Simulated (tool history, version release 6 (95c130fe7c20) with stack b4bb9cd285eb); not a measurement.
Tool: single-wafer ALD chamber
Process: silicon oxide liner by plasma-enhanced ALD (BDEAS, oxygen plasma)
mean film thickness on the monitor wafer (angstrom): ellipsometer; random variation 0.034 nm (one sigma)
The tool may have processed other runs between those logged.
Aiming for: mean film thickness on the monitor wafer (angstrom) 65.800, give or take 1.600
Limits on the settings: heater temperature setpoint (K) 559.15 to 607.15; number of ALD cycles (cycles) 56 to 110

run    day  heater temperature setpoint (K)  number of ALD cycles (cycles)  mean film thickness on the monitor wafer (angstrom)
  1  0.000                           583.15                             83                                               76.702
  2  0.079                           583.15                             90                                               84.108
  3  0.208                           583.15                             86                                               79.850
  4  0.454                           583.15                             94                                               87.355
  5  0.538                           583.15                            105                                               97.712
  6  0.746                           584.15                             97                                               89.384
  7  1.054                           586.15                             91                                               84.188
  8  1.188                           586.15                             86                                               79.635
  9  1.275                           586.15                             82                                               75.439
 10  1.300                           586.15                             82                                               74.854
 11  1.592                           588.15                             80                                               73.682
 12  1.821                           588.15                             78                                               71.894
 13  2.192                           588.15                             76                                               69.540
 14  2.383                           588.15                             75                                               68.817
 15  2.688                           588.15                             74                                               67.650

4 candidate next runs follow, results not yet known. Just one meets every target within its allowed miss. Identify it.
  A  2.992                           590.15                             78                                                    ?
  B  2.992                           584.15                             76                                                    ?
  C  2.992                           576.15                             75                                                    ?
  D  2.992                           594.15                             72                                                    ?

move  mean film thickness on the monitor wafer (angstrom)
   A                                               70.927
   B                                               69.787
   C                                               69.760
   D                                               65.043
A: further off than the last run
B: further off than the last run
C: further off than the last run
D: each result inside its tolerance
Go with D: it meets all targets.

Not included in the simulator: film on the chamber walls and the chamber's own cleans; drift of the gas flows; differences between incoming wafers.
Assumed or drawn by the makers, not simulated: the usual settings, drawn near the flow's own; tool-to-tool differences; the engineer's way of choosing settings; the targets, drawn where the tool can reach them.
